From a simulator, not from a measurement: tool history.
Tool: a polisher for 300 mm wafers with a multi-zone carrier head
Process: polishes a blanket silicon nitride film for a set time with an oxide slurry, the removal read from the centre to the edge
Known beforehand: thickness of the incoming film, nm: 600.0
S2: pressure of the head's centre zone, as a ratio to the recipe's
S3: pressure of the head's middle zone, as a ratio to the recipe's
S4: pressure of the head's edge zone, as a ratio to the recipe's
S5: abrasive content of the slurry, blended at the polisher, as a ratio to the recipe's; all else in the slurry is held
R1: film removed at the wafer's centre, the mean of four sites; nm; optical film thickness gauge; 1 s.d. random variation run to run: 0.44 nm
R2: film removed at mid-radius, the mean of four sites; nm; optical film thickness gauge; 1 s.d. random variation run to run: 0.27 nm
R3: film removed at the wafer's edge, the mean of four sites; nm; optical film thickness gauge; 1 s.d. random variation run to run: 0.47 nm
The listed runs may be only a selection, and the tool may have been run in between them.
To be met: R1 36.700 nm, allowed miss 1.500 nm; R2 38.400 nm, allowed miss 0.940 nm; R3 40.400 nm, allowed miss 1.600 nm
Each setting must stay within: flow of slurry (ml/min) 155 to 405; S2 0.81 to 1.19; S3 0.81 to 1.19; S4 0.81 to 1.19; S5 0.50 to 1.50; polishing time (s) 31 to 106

Run 1, hour 0.0: flow of slurry (ml/min) 260, S2 1.00, S3 1.00, S4 1.00, S5 1.00, polishing time (s) 68. Result: R1 46.889 nm, R2 45.535 nm, R3 46.258 nm.
Run 2, hour 3.4: flow of slurry (ml/min) 260, S2 1.00, S3 1.00, S4 1.07, S5 1.00, polishing time (s) 68. Result: R1 46.350 nm, R2 45.546 nm, R3 48.460 nm.
Run 3, hour 5.6: flow of slurry (ml/min) 285, S2 1.00, S3 1.00, S4 1.07, S5 1.00, polishing time (s) 68. Result: R1 47.524 nm, R2 46.418 nm, R3 48.770 nm.
Run 4, hour 12.6: flow of slurry (ml/min) 270, S2 0.97, S3 0.98, S4 1.03, S5 0.95, polishing time (s) 68. Result: R1 44.578 nm, R2 44.525 nm, R3 47.174 nm.
Run 5, hour 18.6: flow of slurry (ml/min) 270, S2 0.97, S3 1.06, S4 1.03, S5 0.95, polishing time (s) 68. Result: R1 44.752 nm, R2 47.642 nm, R3 46.249 nm.
Run 6, hour 19.3: flow of slurry (ml/min) 270, S2 0.97, S3 1.06, S4 1.07, S5 0.95, polishing time (s) 68. Result: R1 45.200 nm, R2 47.508 nm, R3 47.093 nm.
Run 7, hour 20.2: flow of slurry (ml/min) 260, S2 0.95, S3 1.03, S4 1.04, S5 0.90, polishing time (s) 68. Result: R1 43.237 nm, R2 45.078 nm, R3 47.229 nm.
Run 8, hour 27.4: flow of slurry (ml/min) 260, S2 0.94, S3 1.02, S4 1.01, S5 0.85, polishing time (s) 67. Result: R1 41.198 nm, R2 43.099 nm, R3 44.535 nm.
Run 9, hour 36.2: flow of slurry (ml/min) 250, S2 0.93, S3 1.01, S4 0.98, S5 0.80, polishing time (s) 67. Result: R1 40.486 nm, R2 42.485 nm, R3 42.475 nm.
Run 10, hour 37.7: flow of slurry (ml/min) 245, S2 0.92, S3 0.99, S4 0.97, S5 0.75, polishing time (s) 67. Result: R1 39.144 nm, R2 40.771 nm, R3 41.375 nm.
Run 11, hour 45.8: flow of slurry (ml/min) 240, S2 0.91, S3 0.98, S4 0.97, S5 0.75, polishing time (s) 67. Result: R1 37.928 nm, R2 39.898 nm, R3 40.284 nm.
Run 12, hour 50.7: flow of slurry (ml/min) 235, S2 0.91, S3 0.97, S4 0.98, S5 0.75, polishing time (s) 67. Result: R1 37.918 nm, R2 39.985 nm, R3 40.800 nm.

Which single option among these 5 for the next run brings every result within its allowed miss of target? Just one does.
Run A, hour 55.6: flow of slurry (ml/min) 175, S2 0.94, S3 1.03, S4 0.96, S5 0.75, polishing time (s) 70. Result: R1 ?, R2 ?, R3 ?.
Run B, hour 55.6: flow of slurry (ml/min) 200, S2 0.90, S3 1.06, S4 1.02, S5 0.70, polishing time (s) 67. Result: R1 ?, R2 ?, R3 ?.
Run C, hour 55.6: flow of slurry (ml/min) 260, S2 0.88, S3 1.01, S4 0.97, S5 0.60, polishing time (s) 71. Result: R1 ?, R2 ?, R3 ?.
Run D, hour 55.6: flow of slurry (ml/min) 210, S2 0.96, S3 1.02, S4 1.09, S5 0.55, polishing time (s) 69. Result: R1 ?, R2 ?, R3 ?.
Run E, hour 55.6: flow of slurry (ml/min) 190, S2 0.94, S3 1.01, S4 1.07, S5 0.60, polishing time (s) 73. Result: R1 ?, R2 ?, R3 ?.

move      R1      R2      R3
   A  39.314  42.037  40.317
   B  36.262  41.384  39.602
   C  37.414  41.759  40.276
   D  37.425  38.691  39.490
   E  39.012  40.947  41.936
A: further off than the last run
B: further off than the last run
C: further off than the last run
D: meets every target
E: further off than the last run
The move that meets every target is D.
